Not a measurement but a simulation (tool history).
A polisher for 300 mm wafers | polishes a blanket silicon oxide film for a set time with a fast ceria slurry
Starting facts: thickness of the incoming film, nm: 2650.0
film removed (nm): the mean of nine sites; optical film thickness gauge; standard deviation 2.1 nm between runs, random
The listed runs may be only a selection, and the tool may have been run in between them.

run,hour,flow of slurry (ml/min),pressure of the wafer on the pad (psi),speed of the pad under the wafer (cm/s),polishing time (s),film removed (nm)
1,0.0,235,1.7,84,34,327.35
2,0.6,230,1.6,84,34,303.06
3,9.2,175,1.6,84,34,289.05
4,16.0,170,1.6,84,34,292.54
5,17.2,170,1.9,84,34,342.37
6,20.2,170,1.6,84,34,288.72

For run 7, what comes out?
7,27.0,165,1.6,84,34,?

film removed (nm): 287.34

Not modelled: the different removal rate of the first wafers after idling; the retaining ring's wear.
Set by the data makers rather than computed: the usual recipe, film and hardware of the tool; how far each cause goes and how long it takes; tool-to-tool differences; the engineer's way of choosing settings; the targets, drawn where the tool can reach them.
